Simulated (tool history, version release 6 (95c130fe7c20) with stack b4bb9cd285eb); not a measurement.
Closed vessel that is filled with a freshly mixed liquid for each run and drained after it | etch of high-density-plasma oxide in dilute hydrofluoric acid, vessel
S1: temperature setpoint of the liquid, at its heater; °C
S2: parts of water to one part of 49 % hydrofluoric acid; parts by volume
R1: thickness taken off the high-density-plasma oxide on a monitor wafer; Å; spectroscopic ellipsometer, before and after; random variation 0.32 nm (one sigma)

run 1 day=0 | S1=25 S2=65 time_in_the_liquid_(s)=375 | R1=670.69
run 2 day=0.188 | S1=28 S2=65 time_in_the_liquid_(s)=375 | R1=757.66
run 3 day=0.338 | S1=28 S2=80 time_in_the_liquid_(s)=375 | R1=608.76
run 4 day=0.692 | S1=26.5 S2=80 time_in_the_liquid_(s)=375 | R1=560.22
run 5 day=0.796 | S1=26.5 S2=80 time_in_the_liquid_(s)=405 | R1=602.41
run 6 day=1.017 | S1=24 S2=80 time_in_the_liquid_(s)=405 | R1=542.23
run 7 day=1.338 | S1=23 S2=80 time_in_the_liquid_(s)=405 | R1=529.93
run 8 day=1.642 | S1=22 S2=80 time_in_the_liquid_(s)=405 | R1=512.07
run 9 day=1.821 | S1=21 S2=80 time_in_the_liquid_(s)=405 | R1=486.91
run 10 day=2.075 | S1=20.5 S2=80 time_in_the_liquid_(s)=405 | R1=477.58
run 11 day=2.158 | S1=20 S2=80 time_in_the_liquid_(s)=405 | R1=468.23
run 12 day=2.212 | S1=19.5 S2=80 time_in_the_liquid_(s)=405 | R1=458.84

Forecast run 13:
run 13 day=2.4 | S1=19 S2=80 time_in_the_liquid_(s)=405 | R1=?

{"run 13": {"R1": 444.69}}
